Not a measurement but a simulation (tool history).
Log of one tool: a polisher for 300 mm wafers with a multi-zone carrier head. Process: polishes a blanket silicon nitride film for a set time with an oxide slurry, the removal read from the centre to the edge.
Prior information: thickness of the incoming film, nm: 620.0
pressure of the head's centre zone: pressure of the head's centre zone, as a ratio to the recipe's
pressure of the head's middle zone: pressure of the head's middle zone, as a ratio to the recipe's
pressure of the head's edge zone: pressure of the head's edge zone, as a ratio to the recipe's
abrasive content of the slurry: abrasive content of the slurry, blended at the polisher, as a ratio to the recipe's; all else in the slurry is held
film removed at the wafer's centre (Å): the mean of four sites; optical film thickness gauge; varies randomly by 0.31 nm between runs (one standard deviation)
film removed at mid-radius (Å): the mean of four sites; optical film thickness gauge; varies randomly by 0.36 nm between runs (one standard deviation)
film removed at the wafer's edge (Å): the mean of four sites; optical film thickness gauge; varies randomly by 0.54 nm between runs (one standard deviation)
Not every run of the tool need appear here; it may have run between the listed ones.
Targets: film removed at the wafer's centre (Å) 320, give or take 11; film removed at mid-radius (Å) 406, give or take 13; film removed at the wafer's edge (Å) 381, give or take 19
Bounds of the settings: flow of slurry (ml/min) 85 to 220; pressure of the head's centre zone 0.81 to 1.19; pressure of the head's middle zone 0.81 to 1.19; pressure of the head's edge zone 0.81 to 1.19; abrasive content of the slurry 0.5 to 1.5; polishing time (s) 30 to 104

run	hour	flow of slurry (ml/min)	pressure of the head's centre zone	pressure of the head's middle zone	pressure of the head's edge zone	abrasive content of the slurry	polishing time (s)	film removed at the wafer's centre (Å)	film removed at mid-radius (Å)	film removed at the wafer's edge (Å)
1	0	140	1	1	1	1	67	597.65	587.92	573.18
2	6.5	110	1	1	1	1	67	556.47	538.84	559.39
3	10.3	110	0.97	1.01	0.99	0.9	66	499.52	508.96	520.68
4	13.1	110	0.95	1.02	0.97	0.85	65	472.64	492.4	486.57
5	21.7	110	0.95	1.02	0.97	0.95	65	507.39	519.12	522.74
6	24.9	110	0.99	1.02	0.97	0.95	65	521.41	530.01	517.4
7	30.8	85	0.89	1.12	0.97	0.7	56	295.72	359.6	334.92
8	33.5	90	0.88	1.12	0.98	0.7	56	302.81	370.61	346.55
9	37.1	95	0.87	1.12	0.99	0.7	56	309.37	377	348.87
10	43.4	95	0.86	1.12	1.01	0.7	56	306.55	376.86	358.16
11	50.4	100	0.86	1.12	1.02	0.7	56	304.67	377.89	359.38
12	53.3	105	0.86	1.12	1.02	0.7	56	312.56	387.03	372

4 next moves are on the table. One of them brings every result within its allowed miss. Which?
A	56.2	130	0.81	1.17	1.11	0.55	66	?	?	?
B	56.2	85	0.87	1.15	1.01	0.5	85	?	?	?
C	56.2	125	0.82	1.13	1.15	0.55	65	?	?	?
D	56.2	115	0.81	1.14	1.05	0.7	54	?	?	?

move	film removed at the wafer's centre (Å)	film removed at mid-radius (Å)	film removed at the wafer's edge (Å)
A	294.02	405.9	385.98
B	313.85	405.81	390.47
C	289.86	384.47	384.66
D	289.02	392.33	374.53
A: corrects the largest miss of the last run, while another result sits out of spec
B: in spec on every target
C: misses by more than the last run did
D: misses by more than the last run did
Go with B: it meets all targets.
